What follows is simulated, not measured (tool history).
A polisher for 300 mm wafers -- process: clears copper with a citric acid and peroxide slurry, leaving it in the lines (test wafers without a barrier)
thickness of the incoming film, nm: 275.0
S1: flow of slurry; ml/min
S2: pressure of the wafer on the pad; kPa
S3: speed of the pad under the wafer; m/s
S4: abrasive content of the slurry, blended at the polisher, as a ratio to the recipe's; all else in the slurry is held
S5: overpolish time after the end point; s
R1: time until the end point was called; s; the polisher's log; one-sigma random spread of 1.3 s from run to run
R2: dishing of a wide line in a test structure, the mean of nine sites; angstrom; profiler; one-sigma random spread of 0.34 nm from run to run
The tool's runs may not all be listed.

run	day	S1	S2	S3	S4	S5	R1	R2
1	0	280	19.3	0.84	1	21	158.33	196.42
2	0.288	280	22.1	0.88	1	17	131.93	189.19
3	0.321	280	22.1	0.88	0.85	17	140.56	183.6
4	0.362	280	19.3	0.88	0.85	17	157.63	168.21
# day 0.667: slurry blender recalibrated
5	0.667	280	22.1	0.92	0.85	15	121.14	187.65
6	0.746	280	22.1	0.92	0.85	8	119.08	119.25

Run 7 has not been measured yet. What should we expect?
7	1.071	280	24.1	0.92	0.85	9	?	?

{"run 7": {"R1": 107.72, "R2": 140.96}}

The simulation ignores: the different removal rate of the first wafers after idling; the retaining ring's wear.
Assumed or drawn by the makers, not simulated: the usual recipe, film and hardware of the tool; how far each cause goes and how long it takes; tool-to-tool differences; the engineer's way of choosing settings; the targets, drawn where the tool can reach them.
